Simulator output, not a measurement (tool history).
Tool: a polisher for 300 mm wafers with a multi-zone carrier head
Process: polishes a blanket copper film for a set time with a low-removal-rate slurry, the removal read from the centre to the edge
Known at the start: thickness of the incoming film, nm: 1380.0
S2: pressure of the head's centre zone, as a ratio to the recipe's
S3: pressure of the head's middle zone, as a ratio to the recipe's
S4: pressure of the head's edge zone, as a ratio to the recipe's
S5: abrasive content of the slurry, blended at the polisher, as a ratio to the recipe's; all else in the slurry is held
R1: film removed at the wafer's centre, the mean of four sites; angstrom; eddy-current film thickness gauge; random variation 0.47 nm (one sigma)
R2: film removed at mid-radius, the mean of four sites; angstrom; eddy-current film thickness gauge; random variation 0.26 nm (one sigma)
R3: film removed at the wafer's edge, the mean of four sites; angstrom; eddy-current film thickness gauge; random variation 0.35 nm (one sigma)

{"run": 1, "day": 0.0, "flow of slurry (ml/min)": 200, "S2": 1.0, "S3": 1.0, "S4": 1.0, "S5": 1.0, "polishing time (s)": 43, "R1": 600.13, "R2": 592.37, "R3": 607.29}
{"run": 2, "day": 0.05, "flow of slurry (ml/min)": 190, "S2": 1.0, "S3": 0.94, "S4": 0.95, "S5": 0.85, "polishing time (s)": 41, "R1": 525.89, "R2": 502.36, "R3": 536.63}
{"run": 3, "day": 0.379, "flow of slurry (ml/min)": 180, "S2": 1.02, "S3": 0.91, "S4": 0.91, "S5": 0.75, "polishing time (s)": 40, "R1": 491.12, "R2": 455.05, "R3": 493.38}
{"run": 4, "day": 0.475, "flow of slurry (ml/min)": 150, "S2": 1.02, "S3": 0.91, "S4": 0.91, "S5": 0.75, "polishing time (s)": 40, "R1": 487.16, "R2": 445.1, "R3": 473.53}
{"run": 5, "day": 0.654, "flow of slurry (ml/min)": 150, "S2": 1.02, "S3": 0.91, "S4": 0.91, "S5": 0.9, "polishing time (s)": 40, "R1": 506.89, "R2": 473.87, "R3": 515.23}
{"run": 6, "day": 0.871, "flow of slurry (ml/min)": 150, "S2": 1.02, "S3": 0.91, "S4": 0.91, "S5": 1.0, "polishing time (s)": 40, "R1": 525.91, "R2": 487.72, "R3": 520.58}
{"run": 7, "day": 1.138, "flow of slurry (ml/min)": 145, "S2": 1.04, "S3": 0.89, "S4": 0.88, "S5": 0.85, "polishing time (s)": 40, "R1": 505.9, "R2": 449.53, "R3": 492.55}
{"run": 8, "day": 1.35, "flow of slurry (ml/min)": 140, "S2": 1.04, "S3": 0.88, "S4": 0.86, "S5": 0.75, "polishing time (s)": 40, "R1": 488.82, "R2": 426.4, "R3": 464.19}
{"run": 9, "day": 1.692, "flow of slurry (ml/min)": 135, "S2": 1.03, "S3": 0.87, "S4": 0.85, "S5": 0.7, "polishing time (s)": 40, "R1": 471.32, "R2": 414.87, "R3": 450.06}
{"run": 10, "day": 1.925, "flow of slurry (ml/min)": 135, "S2": 1.03, "S3": 0.87, "S4": 0.85, "S5": 0.7, "polishing time (s)": 40, "R1": 466.15, "R2": 409.63, "R3": 443.07}
{"run": 11, "day": 2.092, "flow of slurry (ml/min)": 130, "S2": 1.03, "S3": 0.85, "S4": 0.84, "S5": 0.7, "polishing time (s)": 40, "R1": 462.45, "R2": 403.55, "R3": 444.54}
{"run": 12, "day": 2.142, "flow of slurry (ml/min)": 135, "S2": 1.05, "S3": 0.83, "S4": 0.82, "S5": 0.5, "polishing time (s)": 40, "R1": 411.92, "R2": 342.78, "R3": 377.85}
{"run": 13, "day": 2.4, "flow of slurry (ml/min)": 140, "S2": 1.06, "S3": 0.85, "S4": 0.87, "S5": 0.5, "polishing time (s)": 40, "R1": 420.25, "R2": 347.36, "R3": 387.83}

Forecast run 14:
{"run": 14, "day": 2.542, "flow of slurry (ml/min)": 165, "S2": 1.06, "S3": 0.86, "S4": 0.88, "S5": 0.5, "polishing time (s)": 40, "R1": "?", "R2": "?", "R3": "?"}

{"run 14": {"R1": 429.14, "R2": 363.54, "R3": 399.28}}
